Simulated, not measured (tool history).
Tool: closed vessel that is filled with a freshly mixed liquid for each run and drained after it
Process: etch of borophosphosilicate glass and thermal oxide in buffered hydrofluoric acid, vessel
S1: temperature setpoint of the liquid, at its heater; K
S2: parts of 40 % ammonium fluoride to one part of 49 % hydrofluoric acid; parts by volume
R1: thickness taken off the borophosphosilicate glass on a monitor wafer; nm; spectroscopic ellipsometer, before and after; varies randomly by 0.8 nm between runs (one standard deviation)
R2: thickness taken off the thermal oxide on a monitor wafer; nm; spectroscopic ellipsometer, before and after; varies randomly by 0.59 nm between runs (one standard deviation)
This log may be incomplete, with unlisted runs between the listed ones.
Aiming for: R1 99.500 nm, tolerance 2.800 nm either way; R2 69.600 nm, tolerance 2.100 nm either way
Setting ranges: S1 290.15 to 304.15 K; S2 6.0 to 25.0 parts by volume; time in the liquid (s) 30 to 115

{"run": 1, "hour": 0.0, "S1": 296.15, "S2": 15.5, "time in the liquid (s)": 60, "R1": 59.011, "R2": 41.292}
{"run": 2, "hour": 5.3, "S1": 293.65, "S2": 15.5, "time in the liquid (s)": 60, "R1": 51.545, "R2": 36.193}
{"run": 3, "hour": 8.8, "S1": 293.65, "S2": 12.0, "time in the liquid (s)": 60, "R1": 66.52, "R2": 46.24}
{"run": 4, "hour": 13.1, "S1": 296.15, "S2": 12.0, "time in the liquid (s)": 60, "R1": 76.216, "R2": 53.509}
{"run": 5, "hour": 19.9, "S1": 296.15, "S2": 15.0, "time in the liquid (s)": 60, "R1": 61.563, "R2": 43.462}
{"run": 6, "hour": 21.1, "S1": 298.65, "S2": 14.5, "time in the liquid (s)": 60, "R1": 72.474, "R2": 50.963}
{"run": 7, "hour": 26.5, "S1": 300.65, "S2": 14.5, "time in the liquid (s)": 60, "R1": 80.894, "R2": 56.625}
{"run": 8, "hour": 31.9, "S1": 301.65, "S2": 14.5, "time in the liquid (s)": 60, "R1": 84.809, "R2": 58.632}
{"run": 9, "hour": 34.4, "S1": 304.15, "S2": 13.0, "time in the liquid (s)": 60, "R1": 106.96, "R2": 75.304}

Next run, 4 choices. One meets every target within its allowed miss, the rest don't. Which?
{"run": "A", "hour": 36.9, "S1": 302.15, "S2": 14.5, "time in the liquid (s)": 65, "R1": "?", "R2": "?"}
{"run": "B", "hour": 36.9, "S1": 303.15, "S2": 15.5, "time in the liquid (s)": 70, "R1": "?", "R2": "?"}
{"run": "C", "hour": 36.9, "S1": 304.15, "S2": 17.5, "time in the liquid (s)": 80, "R1": "?", "R2": "?"}
{"run": "D", "hour": 36.9, "S1": 303.15, "S2": 13.0, "time in the liquid (s)": 55, "R1": "?", "R2": "?"}

move=A R1=95.041 R2=65.437
move=B R1=100.950 R2=69.554
move=C R1=107.820 R2=74.340
move=D R1=94.280 R2=64.912
A: pushes the last run's worst result past its target
B: in spec on every target
C: misses by more than the last run did
D: pushes the last run's worst result past its target
The right move is B.
